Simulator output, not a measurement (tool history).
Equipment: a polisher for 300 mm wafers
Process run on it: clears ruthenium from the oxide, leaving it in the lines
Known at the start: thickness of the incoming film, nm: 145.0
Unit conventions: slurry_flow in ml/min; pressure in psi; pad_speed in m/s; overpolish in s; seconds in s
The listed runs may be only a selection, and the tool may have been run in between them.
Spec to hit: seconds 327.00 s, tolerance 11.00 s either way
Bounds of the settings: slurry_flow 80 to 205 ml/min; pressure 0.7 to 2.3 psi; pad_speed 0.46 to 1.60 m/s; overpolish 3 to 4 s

| run | day | slurry_flow | pressure | pad_speed | overpolish | seconds |
|---|---|---|---|---|---|---|
| 1 | 0.000 | 135 | 1.5 | 1.02 | 4 | 165.52 |
| 2 | 0.217 | 135 | 1.5 | 0.92 | 4 | 182.57 |
| 3 | 0.412 | 130 | 1.3 | 0.92 | 4 | 204.63 |
| 4 | 0.650 | 130 | 1.3 | 1.02 | 4 | 186.91 |
| 5 | 0.917 | 155 | 1.3 | 1.02 | 4 | 180.51 |
| 6 | 0.983 | 170 | 1.3 | 1.02 | 4 | 181.37 |
| 7 | 1.146 | 170 | 1.2 | 0.98 | 4 | 200.41 |
| 8 | 1.279 | 170 | 1.1 | 0.94 | 4 | 224.49 |

Which of these 5 next moves meets every target?
| A | 1.412 | 160 | 1.5 | 1.34 | 3 | ? |
| B | 1.412 | 165 | 1.6 | 1.28 | 4 | ? |
| C | 1.412 | 165 | 0.9 | 0.68 | 3 | ? |
| D | 1.412 | 155 | 0.8 | 0.76 | 4 | ? |
| E | 1.412 | 165 | 1.0 | 0.68 | 3 | ? |

| move | seconds |
|---|---|
| A | 124.75 |
| B | 123.18 |
| C | 356.80 |
| D | 352.12 |
| E | 329.87 |
A: lands further from the targets than the last run did
B: lands further from the targets than the last run did
C: pushes the last run's worst result past its target
D: pushes the last run's worst result past its target
E: meets every target
E meets every target.

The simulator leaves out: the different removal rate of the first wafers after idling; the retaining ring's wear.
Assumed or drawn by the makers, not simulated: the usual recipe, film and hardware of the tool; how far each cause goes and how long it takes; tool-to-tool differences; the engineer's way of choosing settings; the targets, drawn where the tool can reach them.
